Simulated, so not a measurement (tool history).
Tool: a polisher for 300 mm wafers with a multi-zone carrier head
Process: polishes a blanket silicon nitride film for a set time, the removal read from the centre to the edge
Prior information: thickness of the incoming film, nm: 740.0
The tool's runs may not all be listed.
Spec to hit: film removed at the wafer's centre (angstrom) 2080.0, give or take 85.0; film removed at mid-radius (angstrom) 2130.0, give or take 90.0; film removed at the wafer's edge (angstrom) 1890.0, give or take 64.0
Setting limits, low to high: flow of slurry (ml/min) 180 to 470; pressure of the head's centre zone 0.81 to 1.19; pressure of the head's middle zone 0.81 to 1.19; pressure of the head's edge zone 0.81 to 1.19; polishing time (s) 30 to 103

run  hour  flow of slurry (ml/min)  pressure of the head's centre zone  pressure of the head's middle zone  pressure of the head's edge zone  polishing time (s)  film removed at the wafer's centre (angstrom)  film removed at mid-radius (angstrom)  film removed at the wafer's edge (angstrom)
  1   0.0                      300                                1.00                                1.00                              1.00                  66                                         1750.0                                 1726.1                                       1727.4
  2   4.3                      300                                0.95                                1.00                              1.00                  66                                         1660.9                                 1706.2                                       1742.0
  3   8.1                      305                                0.97                                1.02                              1.01                  67                                         1710.5                                 1763.7                                       1752.5
  4   8.8                      305                                0.98                                1.03                              1.01                  68                                         1757.1                                 1790.9                                       1771.0
  5  15.5                      305                                0.99                                1.04                              1.01                  69                                         1820.1                                 1887.8                                       1790.7
  6  21.6                      305                                0.99                                1.04                              1.01                  75                                         1914.1                                 2048.4                                       1966.2
  7  27.0                      305                                0.99                                1.04                              1.01                  75                                         1996.4                                 2022.1                                       1980.1
  8  32.8                      305                                1.00                                1.05                              1.01                  75                                         1967.2                                 2003.4                                       1996.4
  9  36.4                      315                                1.01                                1.07                              1.00                  75                                         2001.1                                 2062.6                                       1993.0
 10  43.2                      310                                1.02                                1.09                              0.99                  75                                         2039.8                                 2059.9                                       1990.0

Pick the move, out of 5, that brings all results within their allowed miss; only one does.
  A  50.0                      320                                1.06                                1.10                              1.05                  71                                              ?                                      ?                                            ?
  B  50.0                      285                                1.06                                1.19                              0.95                  74                                              ?                                      ?                                            ?
  C  50.0                      220                                1.00                                0.81                              0.93                  82                                              ?                                      ?                                            ?
  D  50.0                      355                                1.08                                1.16                              0.95                  66                                              ?                                      ?                                            ?
  E  50.0                      265                                0.95                                1.01                              0.95                  83                                              ?                                      ?                                            ?

move  film removed at the wafer's centre (angstrom)  film removed at mid-radius (angstrom)  film removed at the wafer's edge (angstrom)
   A                                         2004.4                                 1971.5                                       1949.6
   B                                         2064.9                                 2121.7                                       1918.8
   C                                         2086.2                                 1881.5                                       2066.3
   D                                         1917.7                                 1902.6                                       1737.6
   E                                         2055.4                                 2165.8                                       2143.2
A: meets the target for the result that was furthest off, but another lies outside its allowed miss
B: all results in spec
C: misses by more than the last run did
D: carries the result that was furthest off beyond its target, to the other side
E: misses by more than the last run did
The move that meets every target is B.
